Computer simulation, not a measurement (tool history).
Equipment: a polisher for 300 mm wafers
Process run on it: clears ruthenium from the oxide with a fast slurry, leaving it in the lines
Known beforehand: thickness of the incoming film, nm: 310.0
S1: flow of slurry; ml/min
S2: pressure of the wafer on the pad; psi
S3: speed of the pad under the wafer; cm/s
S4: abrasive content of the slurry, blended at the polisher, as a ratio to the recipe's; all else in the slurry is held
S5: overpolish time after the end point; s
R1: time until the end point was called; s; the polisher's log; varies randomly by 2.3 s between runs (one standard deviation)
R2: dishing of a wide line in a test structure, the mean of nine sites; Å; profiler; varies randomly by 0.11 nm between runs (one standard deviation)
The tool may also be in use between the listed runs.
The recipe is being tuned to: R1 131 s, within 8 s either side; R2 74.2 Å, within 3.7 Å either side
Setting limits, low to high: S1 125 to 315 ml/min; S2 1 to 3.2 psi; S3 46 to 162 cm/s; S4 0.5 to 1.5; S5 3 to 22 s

run	hour	S1	S2	S3	S4	S5	R1	R2
1	0	205	2.1	104	1	11	88.053	170.38
2	8.6	205	1.9	104	1	11	96.918	165.11
3	14.6	175	1.9	104	1	11	101.71	168.87
4	17.8	175	1.9	104	0.9	11	104.23	163.85
5	22.3	195	2	94	0.85	10	110.16	148.95
6	23.3	220	2	94	0.85	10	111.5	149.08
7	24.5	220	2	94	0.85	10	110.68	151.61
8	25.4	235	2.1	86	0.8	9	120.48	135.68
9	26	250	2.3	80	0.75	8	125.96	126.16
10	29.4	260	2.4	76	0.7	7	131.15	112.23
11	31.4	260	2.4	76	0.7	7	132.5	113.45
12	32.5	270	2.5	74	0.65	6	136.12	97.974
13	36.7	270	2.6	74	0.65	6	129.74	100.24
14	41.8	270	2.7	72	0.65	6	134.29	98.676
15	43.8	275	2.8	72	0.65	6	131.18	102.56
16	52.1	280	2.8	72	0.65	6	127.76	101.88

Exercise: of the 5 proposed moves below, exactly one satisfies all targets within the stated allowed misses. Which move is it?
A	60.4	285	2.7	76	0.6	4	?	?
B	60.4	285	2.6	78	0.65	8	?	?
C	60.4	260	3.1	82	0.5	3	?	?
D	60.4	220	2.6	62	1	8	?	?
E	60.4	310	2.6	62	0.85	16	?	?

move	R1	R2
A	129.43	71.978
B	122.68	122.43
C	125.6	58.275
D	119.75	124.23
E	127.13	168.94
A: all results land within tolerance of their targets
B: lands further from the targets than the last run did
C: the result that was furthest off in the last run now lies on the other side of its target
D: lands further from the targets than the last run did
E: lands further from the targets than the last run did
Correct choice: A, which meets every target
